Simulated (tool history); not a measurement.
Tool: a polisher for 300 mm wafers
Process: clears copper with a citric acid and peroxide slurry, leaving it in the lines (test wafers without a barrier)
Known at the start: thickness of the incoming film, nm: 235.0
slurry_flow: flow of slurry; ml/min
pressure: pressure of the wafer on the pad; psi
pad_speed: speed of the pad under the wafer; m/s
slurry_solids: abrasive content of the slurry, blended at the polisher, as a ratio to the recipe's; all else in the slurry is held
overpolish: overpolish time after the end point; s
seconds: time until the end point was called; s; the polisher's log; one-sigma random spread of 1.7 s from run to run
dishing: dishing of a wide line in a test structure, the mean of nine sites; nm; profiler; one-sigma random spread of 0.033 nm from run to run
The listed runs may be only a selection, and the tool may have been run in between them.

run	hour	slurry_flow	pressure	pad_speed	slurry_solids	overpolish	seconds	dishing
1	0	280	2.6	1.38	1	8	95.052	8.6033
2	7	275	2.3	1.4	0.95	7	107.56	7.3267
3	15.4	255	2.1	1.48	0.85	6	115.11	6.5446
4	22.9	240	1.9	1.56	0.8	5	121.83	5.3647
5	24	240	1.9	1.32	0.8	5	145.17	4.9007
6	27.5	170	1.9	1.32	0.8	5	154.75	4.6357

Estimate the outcome of run 7 from the log above:
7	31.2	170	1.8	1.46	0.75	4	?	?

Run 7 gave seconds 150.63 s, dishing 4.0301 nm.

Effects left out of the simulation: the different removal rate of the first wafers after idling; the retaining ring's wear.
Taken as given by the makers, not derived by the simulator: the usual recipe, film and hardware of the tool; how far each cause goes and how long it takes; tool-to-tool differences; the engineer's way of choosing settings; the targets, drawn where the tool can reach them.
